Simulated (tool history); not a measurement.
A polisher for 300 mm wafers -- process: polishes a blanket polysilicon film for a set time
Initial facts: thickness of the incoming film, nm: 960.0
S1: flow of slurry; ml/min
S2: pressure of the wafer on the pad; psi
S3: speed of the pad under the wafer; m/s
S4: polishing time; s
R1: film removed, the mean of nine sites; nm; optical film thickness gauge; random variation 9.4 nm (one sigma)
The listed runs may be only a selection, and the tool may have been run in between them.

Run 1, day 0: S1 280 ml/min, S2 2.8 psi, S3 1.1 m/s, S4 51 s. Result: R1 388.26 nm.
Run 2, day 0.167: S1 280 ml/min, S2 3.1 psi, S3 1.12 m/s, S4 51 s. Result: R1 436.7 nm.
Run 3, day 0.446: S1 280 ml/min, S2 3.1 psi, S3 1.12 m/s, S4 53 s. Result: R1 450.42 nm.
Run 4, day 0.483: S1 280 ml/min, S2 3.4 psi, S3 1.14 m/s, S4 53 s. Result: R1 511.43 nm.
Run 5, day 0.55: S1 280 ml/min, S2 3.6 psi, S3 1.16 m/s, S4 53 s. Result: R1 533.46 nm.
Run 6, day 0.625: S1 280 ml/min, S2 3.8 psi, S3 1.2 m/s, S4 53 s. Result: R1 579.92 nm.
Run 7, day 0.654: S1 280 ml/min, S2 3.9 psi, S3 1.22 m/s, S4 53 s. Result: R1 593.44 nm.
Run 8, day 0.858: S1 280 ml/min, S2 4 psi, S3 1.26 m/s, S4 53 s. Result: R1 647.43 nm.
Run 9, day 1.096: S1 280 ml/min, S2 4.1 psi, S3 1.28 m/s, S4 53 s. Result: R1 663.72 nm.
Run 10, day 1.267: S1 280 ml/min, S2 4.2 psi, S3 1.3 m/s, S4 53 s. Result: R1 675.38 nm.

Expected results for the next run?
Run 11, day 1.346: S1 280 ml/min, S2 4.2 psi, S3 1.32 m/s, S4 53 s. Result: R1 ?.

R1: 687.17 nm
